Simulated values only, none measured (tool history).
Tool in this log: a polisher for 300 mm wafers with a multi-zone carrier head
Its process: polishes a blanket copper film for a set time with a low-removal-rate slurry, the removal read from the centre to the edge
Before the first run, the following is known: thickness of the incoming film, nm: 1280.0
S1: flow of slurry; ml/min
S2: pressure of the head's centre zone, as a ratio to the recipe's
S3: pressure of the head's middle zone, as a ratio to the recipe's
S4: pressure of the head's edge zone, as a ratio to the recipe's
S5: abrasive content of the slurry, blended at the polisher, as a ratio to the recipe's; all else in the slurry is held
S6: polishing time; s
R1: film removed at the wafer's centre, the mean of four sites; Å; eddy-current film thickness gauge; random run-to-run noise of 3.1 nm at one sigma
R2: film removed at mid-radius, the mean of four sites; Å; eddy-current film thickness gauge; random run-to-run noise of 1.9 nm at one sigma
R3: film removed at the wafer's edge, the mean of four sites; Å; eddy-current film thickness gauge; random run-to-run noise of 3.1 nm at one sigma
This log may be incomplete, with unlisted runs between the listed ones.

| run | day | S1 | S2 | S3 | S4 | S5 | S6 | R1 | R2 | R3 |
|---|---|---|---|---|---|---|---|---|---|---|
| 1 | 0.000 | 215 | 1.00 | 1.00 | 1.00 | 1.00 | 67 | 1832.4 | 1816.9 | 1777.9 |
| 2 | 0.308 | 215 | 1.00 | 0.93 | 1.00 | 1.00 | 67 | 1828.4 | 1711.0 | 1769.5 |
| 3 | 0.379 | 215 | 1.00 | 1.01 | 1.00 | 1.00 | 67 | 1856.0 | 1807.3 | 1816.1 |
| 4 | 0.425 | 215 | 1.00 | 0.98 | 1.00 | 1.00 | 67 | 1873.5 | 1801.7 | 1797.6 |
| 5 | 0.767 | 215 | 1.00 | 0.94 | 1.00 | 1.00 | 67 | 1857.9 | 1720.6 | 1803.5 |
| 6 | 0.992 | 245 | 1.00 | 0.94 | 1.00 | 1.00 | 67 | 1885.5 | 1746.5 | 1839.4 |
| 7 | 1.208 | 250 | 1.02 | 0.97 | 1.01 | 1.10 | 68 | 1967.0 | 1884.2 | 1908.1 |

Estimate the outcome of run 8 from the log above:
| 8 | 1.338 | 255 | 1.04 | 0.98 | 1.03 | 1.15 | 69 | ? | ? | ? |

Run 8 yielded R1 2068.3 Å, R2 1923.4 Å, R3 2006.5 Å.
